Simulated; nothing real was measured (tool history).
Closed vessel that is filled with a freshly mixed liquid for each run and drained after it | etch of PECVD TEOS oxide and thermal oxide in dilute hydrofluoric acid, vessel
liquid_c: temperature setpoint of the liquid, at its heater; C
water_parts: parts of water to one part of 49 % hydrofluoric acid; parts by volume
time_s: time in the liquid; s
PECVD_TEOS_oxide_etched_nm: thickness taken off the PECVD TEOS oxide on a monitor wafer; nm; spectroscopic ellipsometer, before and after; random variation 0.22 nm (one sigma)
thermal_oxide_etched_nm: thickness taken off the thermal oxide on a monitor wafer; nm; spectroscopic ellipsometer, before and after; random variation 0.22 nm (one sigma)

run 1 hour=0.0 | liquid_c=22.0 water_parts=130 time_s=580 | PECVD_TEOS_oxide_etched_nm=35.374 thermal_oxide_etched_nm=16.855
run 2 hour=1.4 | liquid_c=23.5 water_parts=125 time_s=580 | PECVD_TEOS_oxide_etched_nm=39.187 thermal_oxide_etched_nm=18.292
run 3 hour=7.5 | liquid_c=24.0 water_parts=120 time_s=580 | PECVD_TEOS_oxide_etched_nm=42.255 thermal_oxide_etched_nm=19.697
run 4 hour=9.1 | liquid_c=25.5 water_parts=120 time_s=580 | PECVD_TEOS_oxide_etched_nm=44.493 thermal_oxide_etched_nm=20.868
run 5 hour=13.4 | liquid_c=26.0 water_parts=120 time_s=580 | PECVD_TEOS_oxide_etched_nm=45.429 thermal_oxide_etched_nm=21.262
run 6 hour=19.0 | liquid_c=24.5 water_parts=120 time_s=580 | PECVD_TEOS_oxide_etched_nm=42.806 thermal_oxide_etched_nm=20.255
run 7 hour=20.9 | liquid_c=25.5 water_parts=120 time_s=580 | PECVD_TEOS_oxide_etched_nm=44.411 thermal_oxide_etched_nm=20.744
run 8 hour=22.3 | liquid_c=26.0 water_parts=115 time_s=580 | PECVD_TEOS_oxide_etched_nm=47.468 thermal_oxide_etched_nm=22.382

The next listed run, before its measurement:
run 9 hour=28.3 | liquid_c=26.5 water_parts=115 time_s=580 | PECVD_TEOS_oxide_etched_nm=? thermal_oxide_etched_nm=?

{"run 9": {"PECVD_TEOS_oxide_etched_nm": 48.419, "thermal_oxide_etched_nm": 22.582}}

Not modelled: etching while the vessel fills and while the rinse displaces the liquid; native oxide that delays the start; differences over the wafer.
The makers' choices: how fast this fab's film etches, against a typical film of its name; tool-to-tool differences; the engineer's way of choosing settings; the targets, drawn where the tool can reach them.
